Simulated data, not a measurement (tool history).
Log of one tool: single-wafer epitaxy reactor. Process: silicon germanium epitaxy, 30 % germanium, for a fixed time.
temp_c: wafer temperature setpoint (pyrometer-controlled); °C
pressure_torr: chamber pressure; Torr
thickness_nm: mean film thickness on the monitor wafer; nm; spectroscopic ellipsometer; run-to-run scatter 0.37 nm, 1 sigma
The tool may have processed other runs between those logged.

Run 1, hour 0.0: temp_c 605 °C, pressure_torr 27.1 Torr. Result: thickness_nm 78.233 nm.
Run 2, hour 4.9: temp_c 605 °C, pressure_torr 22.9 Torr. Result: thickness_nm 74.029 nm.
Run 3, hour 7.3: temp_c 605 °C, pressure_torr 20.7 Torr. Result: thickness_nm 72.178 nm.
Run 4, hour 12.9: temp_c 607 °C, pressure_torr 20.8 Torr. Result: thickness_nm 74.370 nm.
Run 5, hour 16.7: temp_c 609 °C, pressure_torr 20.9 Torr. Result: thickness_nm 76.975 nm.
Run 6, hour 22.9: temp_c 611 °C, pressure_torr 21.0 Torr. Result: thickness_nm 80.214 nm.
Run 7, hour 29.5: temp_c 613 °C, pressure_torr 21.1 Torr. Result: thickness_nm 83.350 nm.
Run 8, hour 34.6: temp_c 614 °C, pressure_torr 21.2 Torr. Result: thickness_nm 84.492 nm.
At hour 35.3: capacitance manometer re-zeroed and calibrated.
Run 9, hour 35.3: temp_c 615 °C, pressure_torr 21.3 Torr. Result: thickness_nm 84.371 nm.
Run 10, hour 42.6: temp_c 617 °C, pressure_torr 21.5 Torr. Result: thickness_nm 87.726 nm.
Run 11, hour 46.8: temp_c 618 °C, pressure_torr 21.6 Torr. Result: thickness_nm 88.985 nm.
Run 12, hour 48.5: temp_c 619 °C, pressure_torr 21.7 Torr. Result: thickness_nm 91.117 nm.
Run 13, hour 54.2: temp_c 620 °C, pressure_torr 21.8 Torr. Result: thickness_nm 92.720 nm.
Run 14, hour 58.6: temp_c 621 °C, pressure_torr 21.9 Torr. Result: thickness_nm 94.431 nm.

Run 15, settings as shown, results not yet in. Your forecast:
Run 15, hour 61.9: temp_c 622 °C, pressure_torr 21.9 Torr. Result: thickness_nm ?.

Run 15 yielded thickness_nm 96.197 nm.
